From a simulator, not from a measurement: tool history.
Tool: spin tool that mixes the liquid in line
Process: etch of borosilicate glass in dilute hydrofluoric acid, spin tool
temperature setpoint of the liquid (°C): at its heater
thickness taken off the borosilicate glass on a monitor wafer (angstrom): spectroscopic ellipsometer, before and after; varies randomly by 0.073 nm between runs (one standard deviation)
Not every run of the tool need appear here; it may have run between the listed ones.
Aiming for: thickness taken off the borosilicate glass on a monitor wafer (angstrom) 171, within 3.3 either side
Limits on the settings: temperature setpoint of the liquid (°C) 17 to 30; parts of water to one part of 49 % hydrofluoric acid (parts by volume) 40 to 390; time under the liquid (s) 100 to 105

run,hour,temperature setpoint of the liquid (°C),parts of water to one part of 49 % hydrofluoric acid (parts by volume),time under the liquid (s),thickness taken off the borosilicate glass on a monitor wafer (angstrom)
1,0,22,215,100,110.35
2,7,22,215,100,110.68
3,13.1,24,215,100,118.42
4,16.9,25,210,100,126.58
5,21.5,25,245,100,104.37
6,28.9,25,245,105,109.82
7,30.8,26,235,105,118.85
8,33.8,26.5,225,105,129.29

Below are 5 possible settings for the next run. Only one of them brings all results inside the allowed miss of their targets. Which is it?
A,36.8,27,190,105,?
B,36.8,23.5,170,105,?
C,36.8,22,155,105,?
D,36.8,26.5,180,100,?
E,36.8,30,185,100,?

move,thickness taken off the borosilicate glass on a monitor wafer (angstrom)
A,161.52
B,162.26
C,170.78
D,161.33
E,176.8
A: nearer than the last run, and not there yet
B: nearer than the last run, and not there yet
C: all results land within tolerance of their targets
D: nearer than the last run, and not there yet
E: takes the biggest miss from the last run beyond its target
Go with C: it meets all targets.
